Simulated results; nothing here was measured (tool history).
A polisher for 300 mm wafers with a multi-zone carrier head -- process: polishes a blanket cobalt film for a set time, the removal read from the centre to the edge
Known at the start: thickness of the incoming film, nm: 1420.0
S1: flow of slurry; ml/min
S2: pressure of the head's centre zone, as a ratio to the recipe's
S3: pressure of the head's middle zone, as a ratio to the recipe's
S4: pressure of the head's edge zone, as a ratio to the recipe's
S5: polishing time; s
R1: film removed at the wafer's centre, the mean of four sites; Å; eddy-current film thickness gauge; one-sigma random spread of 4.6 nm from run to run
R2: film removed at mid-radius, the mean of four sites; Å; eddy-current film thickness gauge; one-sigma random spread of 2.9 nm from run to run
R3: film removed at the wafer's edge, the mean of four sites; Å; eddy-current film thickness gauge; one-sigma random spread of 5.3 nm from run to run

run,day,S1,S2,S3,S4,S5,R1,R2,R3
1,0,285,1,1,1,57,2661.1,2708.2,2693.2
2,0.233,285,1.03,0.98,1.03,60,2941.6,2813.2,2944
3,0.533,285,1.11,0.98,1.03,60,3090.9,2800.4,2869.1
4,0.771,285,1.11,0.98,1.08,60,3090.8,2801.5,2971.2
5,1.054,290,1.12,0.97,1.1,62,3299.5,2907.3,3112.6
6,1.429,290,1.12,1.06,1.1,62,3242.9,3131.8,3162.1
7,1.504,290,1.13,1.03,1.12,64,3303.4,3174.5,3278.8

Estimate the outcome of run 8 from the log above:
8,1.588,295,1.14,1,1.13,66,?,?,?

{"run 8": {"R1": 3514.2, "R2": 3143.1, "R3": 3349.5}}
